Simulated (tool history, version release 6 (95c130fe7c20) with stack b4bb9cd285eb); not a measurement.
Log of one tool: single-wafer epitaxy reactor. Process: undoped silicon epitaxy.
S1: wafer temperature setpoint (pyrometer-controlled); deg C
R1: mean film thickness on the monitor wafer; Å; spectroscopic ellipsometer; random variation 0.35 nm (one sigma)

{"run": 1, "day": 0.0, "S1": 655, "deposition time (s)": 439, "R1": 977.92}
{"run": 2, "day": 0.279, "S1": 653, "deposition time (s)": 439, "R1": 924.85}
{"run": 3, "day": 0.383, "S1": 648, "deposition time (s)": 439, "R1": 839.28}
{"run": 4, "day": 0.421, "S1": 648, "deposition time (s)": 395, "R1": 748.63}
{"run": 5, "day": 0.688, "S1": 647, "deposition time (s)": 395, "R1": 734.93}
{"run": 6, "day": 0.792, "S1": 657, "deposition time (s)": 395, "R1": 916.95}
{"run": 7, "day": 1.133, "S1": 655, "deposition time (s)": 395, "R1": 874.81}
{"run": 8, "day": 1.267, "S1": 653, "deposition time (s)": 395, "R1": 832.56}

Predict the results of run 9:
{"run": 9, "day": 1.342, "S1": 652, "deposition time (s)": 395, "R1": "?"}

{"run 9": {"R1": 823.74}}
